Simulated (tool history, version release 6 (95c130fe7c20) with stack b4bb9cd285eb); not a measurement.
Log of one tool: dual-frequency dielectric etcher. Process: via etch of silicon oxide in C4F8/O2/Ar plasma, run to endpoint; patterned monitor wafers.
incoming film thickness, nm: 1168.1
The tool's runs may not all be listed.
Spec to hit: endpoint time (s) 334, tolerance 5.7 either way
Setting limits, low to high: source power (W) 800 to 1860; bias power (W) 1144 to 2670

run	hour	source power (W)	bias power (W)	endpoint time (s)
1	0	1330	1907	272.33
2	1	1240	1842	286.76
3	2.4	1240	2179	270.94
4	10.4	1160	2115	280.68
5	16.4	1260	2115	274.63
6	25.2	1170	2017	286.02
7	29.8	1100	1986	292.64
8	37.2	1040	1940	298.36
9	41.2	1000	1883	308.79
10	45.2	960	1867	310.19
11	51.5	930	1835	320.34
12	54.9	910	1831	323.4
13	61.2	890	1828	325.66
14	63.3	800	1806	342.87

Pick the move, out of 4, that brings all results within their allowed miss; only one does.
A	65.4	860	1778	?
B	65.4	800	1567	?
C	65.4	800	1669	?
D	65.4	830	1461	?

move	endpoint time (s)
A	332.57
B	354.41
C	348.3
D	355.94
A: hits every target within its allowed miss
B: the biggest miss grows against the last run
C: the biggest miss grows against the last run
D: the biggest miss grows against the last run
Move A is the one to make.
